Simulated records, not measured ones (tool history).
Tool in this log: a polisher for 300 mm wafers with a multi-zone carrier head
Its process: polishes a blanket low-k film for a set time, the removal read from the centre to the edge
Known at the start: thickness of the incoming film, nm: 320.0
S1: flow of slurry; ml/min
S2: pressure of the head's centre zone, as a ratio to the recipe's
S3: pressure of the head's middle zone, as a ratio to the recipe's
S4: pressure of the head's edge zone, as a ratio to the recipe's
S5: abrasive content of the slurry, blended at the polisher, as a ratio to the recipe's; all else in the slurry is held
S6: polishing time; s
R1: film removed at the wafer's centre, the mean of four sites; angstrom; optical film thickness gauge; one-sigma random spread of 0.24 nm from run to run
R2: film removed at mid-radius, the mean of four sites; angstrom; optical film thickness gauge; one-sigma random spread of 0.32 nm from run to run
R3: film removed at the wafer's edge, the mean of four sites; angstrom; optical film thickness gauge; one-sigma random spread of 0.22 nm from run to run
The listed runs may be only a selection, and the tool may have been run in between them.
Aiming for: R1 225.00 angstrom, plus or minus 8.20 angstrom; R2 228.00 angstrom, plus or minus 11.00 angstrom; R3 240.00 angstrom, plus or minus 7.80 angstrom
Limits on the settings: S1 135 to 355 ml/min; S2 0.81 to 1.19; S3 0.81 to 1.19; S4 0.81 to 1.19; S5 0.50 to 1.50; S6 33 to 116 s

run	day	S1	S2	S3	S4	S5	S6	R1	R2	R3
1	0.000	225	1.00	1.00	1.00	1.00	74	319.65	333.74	323.28
2	0.242	255	1.00	1.00	1.00	1.00	74	322.96	336.89	334.18
3	0.612	255	1.00	0.93	1.00	1.00	74	323.97	332.00	330.12
4	0.762	255	1.00	0.93	1.08	1.00	74	326.08	332.58	341.09
5	1.133	250	0.99	0.92	1.08	0.95	73	313.75	310.18	320.93
6	1.362	250	0.91	0.92	1.08	0.95	73	289.31	303.97	323.02
7	1.579	245	0.90	0.91	1.06	0.90	73	282.93	288.21	311.49
8	1.825	240	0.89	0.92	1.04	0.85	73	265.68	288.13	297.44
9	2.058	235	0.89	0.91	1.04	0.80	73	251.22	271.02	281.46
10	2.308	225	0.89	0.90	1.03	0.80	73	257.05	268.87	284.64

4 next moves are on the table. One of them brings every result within its allowed miss. Which?
A	2.558	180	0.81	0.86	1.14	0.85	62	?	?	?
B	2.558	200	0.97	0.89	1.04	0.75	66	?	?	?
C	2.558	230	0.81	0.88	1.03	0.70	68	?	?	?
D	2.558	285	0.81	0.86	1.03	0.70	67	?	?	?

move	R1	R2	R3
A	207.80	221.88	253.58
B	232.63	223.76	239.52
C	207.28	222.47	236.79
D	210.27	222.85	238.06
A: moves toward the targets from the last run without getting all of them in spec
B: all results land within tolerance of their targets
C: meets the target for the result that was furthest off, but another lies outside its allowed miss
D: meets the target for the result that was furthest off, but another lies outside its allowed miss
The move that meets every target is B.
